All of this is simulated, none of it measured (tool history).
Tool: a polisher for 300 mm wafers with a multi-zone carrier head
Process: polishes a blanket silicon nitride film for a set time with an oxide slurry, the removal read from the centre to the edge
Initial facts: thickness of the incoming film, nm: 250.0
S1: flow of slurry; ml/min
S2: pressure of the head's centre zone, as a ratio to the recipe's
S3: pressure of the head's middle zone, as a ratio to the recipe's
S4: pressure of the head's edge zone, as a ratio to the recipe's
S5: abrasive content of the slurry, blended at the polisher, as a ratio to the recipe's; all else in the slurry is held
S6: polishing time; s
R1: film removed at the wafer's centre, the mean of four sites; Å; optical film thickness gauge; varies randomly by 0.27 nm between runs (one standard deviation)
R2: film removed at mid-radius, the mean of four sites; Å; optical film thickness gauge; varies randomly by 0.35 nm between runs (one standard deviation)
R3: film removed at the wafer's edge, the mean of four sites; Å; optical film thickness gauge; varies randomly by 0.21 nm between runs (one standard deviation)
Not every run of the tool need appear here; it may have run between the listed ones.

| run | day | S1 | S2 | S3 | S4 | S5 | S6 | R1 | R2 | R3 |
|---|---|---|---|---|---|---|---|---|---|---|
| 1 | 0.000 | 220 | 1.00 | 1.00 | 1.00 | 1.00 | 60 | 395.49 | 400.01 | 392.50 |
| 2 | 0.154 | 220 | 1.00 | 1.00 | 1.00 | 1.00 | 70 | 449.65 | 464.03 | 450.93 |
| 3 | 0.250 | 215 | 0.97 | 1.00 | 0.97 | 0.85 | 65 | 392.04 | 392.25 | 395.00 |
| 4 | 0.317 | 215 | 0.94 | 1.04 | 0.95 | 0.75 | 59 | 320.19 | 359.21 | 333.65 |
| 5 | 0.512 | 215 | 0.98 | 1.04 | 0.95 | 0.75 | 59 | 342.79 | 367.00 | 335.04 |
| 6 | 0.846 | 210 | 0.96 | 1.03 | 0.93 | 0.70 | 56 | 301.04 | 330.30 | 305.58 |
| 7 | 1.179 | 205 | 0.95 | 1.02 | 0.91 | 0.65 | 55 | 292.50 | 310.55 | 286.22 |
| 8 | 1.333 | 195 | 0.92 | 1.01 | 0.89 | 0.60 | 55 | 271.01 | 289.48 | 272.66 |

Run 9 comes next. What will it give?
| 9 | 1.675 | 185 | 0.90 | 1.01 | 0.87 | 0.60 | 55 | ? | ? | ? |

R1: 266.40 Å
R2: 292.17 Å
R3: 270.64 Å
